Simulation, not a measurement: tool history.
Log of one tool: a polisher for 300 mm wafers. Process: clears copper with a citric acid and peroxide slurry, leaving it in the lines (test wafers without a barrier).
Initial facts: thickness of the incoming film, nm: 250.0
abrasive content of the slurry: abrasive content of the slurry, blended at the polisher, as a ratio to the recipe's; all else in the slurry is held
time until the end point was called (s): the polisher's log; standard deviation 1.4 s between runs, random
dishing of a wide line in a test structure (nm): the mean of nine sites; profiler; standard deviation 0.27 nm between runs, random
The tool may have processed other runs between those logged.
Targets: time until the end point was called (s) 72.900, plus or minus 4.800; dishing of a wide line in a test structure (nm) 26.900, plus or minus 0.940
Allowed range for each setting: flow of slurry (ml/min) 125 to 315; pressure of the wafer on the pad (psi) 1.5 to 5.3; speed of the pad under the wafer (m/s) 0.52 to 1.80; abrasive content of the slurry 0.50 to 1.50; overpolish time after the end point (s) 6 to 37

run   hour  flow of slurry (ml/min)  pressure of the wafer on the pad (psi)  speed of the pad under the wafer (m/s)  abrasive content of the slurry  overpolish time after the end point (s)  time until the end point was called (s)  dishing of a wide line in a test structure (nm)
  1    0.0                      205                                     3.4                                    1.16                            1.00                                       19                                   98.489                                           40.452
  2    2.8                      165                                     3.4                                    1.16                            1.00                                       19                                   99.737                                           38.727
  3   11.6                      165                                     3.0                                    1.16                            1.00                                       19                                  112.380                                           36.107
  4   19.8                      165                                     3.0                                    0.98                            1.00                                       19                                  131.040                                           30.171
  5   26.2                      175                                     3.4                                    0.96                            1.05                                       17                                  115.760                                           30.920
  6   27.0                      175                                     3.4                                    0.96                            1.20                                       17                                  116.160                                           30.938
  7   31.6                      175                                     3.8                                    0.94                            1.20                                       15                                  107.190                                           29.440
  8   36.2                      185                                     4.1                                    0.94                            1.20                                       13                                  102.490                                           27.613
  9   40.7                      190                                     4.3                                    0.96                            1.20                                       12                                   94.940                                           27.224
 10   44.0                      190                                     4.5                                    0.98                            1.20                                       11                                   89.885                                           26.639
 11   49.5                      190                                     4.6                                    1.00                            1.20                                       10                                   87.338                                           25.297
 12   58.2                      195                                     4.7                                    1.00                            1.20                                       10                                   84.448                                           25.407
 13   64.1                      195                                     4.8                                    1.00                            1.20                                       10                                   84.116                                           26.140
 14   67.5                      220                                     5.3                                    1.02                            1.20                                        7                                   72.785                                           20.285
 15   71.6                      205                                     5.3                                    1.04                            1.20                                        7                                   74.361                                           20.864
 16   73.8                      150                                     4.9                                    1.34                            1.20                                       10                                   64.029                                           33.729
 17   78.3                      170                                     4.8                                    1.34                            1.20                                       10                                   63.159                                           34.453
 18   86.2                      180                                     4.8                                    1.30                            1.20                                       10                                   65.503                                           33.132
      90.2  -- slurry blender recalibrated
 19   90.2                      185                                     4.8                                    1.28                            1.20                                       10                                   63.956                                           33.458
 20   97.6                      190                                     4.8                                    1.26                            1.20                                       10                                   65.802                                           33.375
 21  103.6                      185                                     4.9                                    1.24                            1.20                                       10                                   62.378                                           33.579
 22  104.3                      195                                     4.8                                    1.22                            1.20                                       10                                   63.814                                           32.318
 23  107.9                      190                                     4.9                                    1.20                            1.20                                       10                                   66.521                                           32.769
 24  113.2                      200                                     4.8                                    1.20                            1.20                                       10                                   66.839                                           31.722

Exercise: of the 5 proposed moves below, exactly one satisfies all targets within the stated allowed misses. Which move is it?
  A  118.5                      200                                     4.0                                    1.26                            1.15                                       12                                        ?                                                ?
  B  118.5                      195                                     4.6                                    0.96                            0.95                                       10                                        ?                                                ?
  C  118.5                      165                                     5.1                                    0.98                            1.00                                       10                                        ?                                                ?
  D  118.5                      185                                     4.8                                    1.16                            0.95                                        9                                        ?                                                ?
  E  118.5                      135                                     4.9                                    1.06                            1.15                                       13                                        ?                                                ?

move  time until the end point was called (s)  dishing of a wide line in a test structure (nm)
   A                                   74.740                                           33.927
   B                                   89.836                                           24.217
   C                                   81.145                                           26.698
   D                                   72.436                                           26.869
   E                                   77.267                                           35.607
A: misses by more than the last run did
B: the result that was furthest off in the last run now lies on the other side of its target
C: the worst result of the last run now meets its target, but another is out of spec
D: hits every target within its allowed miss
E: misses by more than the last run did
D meets every target.

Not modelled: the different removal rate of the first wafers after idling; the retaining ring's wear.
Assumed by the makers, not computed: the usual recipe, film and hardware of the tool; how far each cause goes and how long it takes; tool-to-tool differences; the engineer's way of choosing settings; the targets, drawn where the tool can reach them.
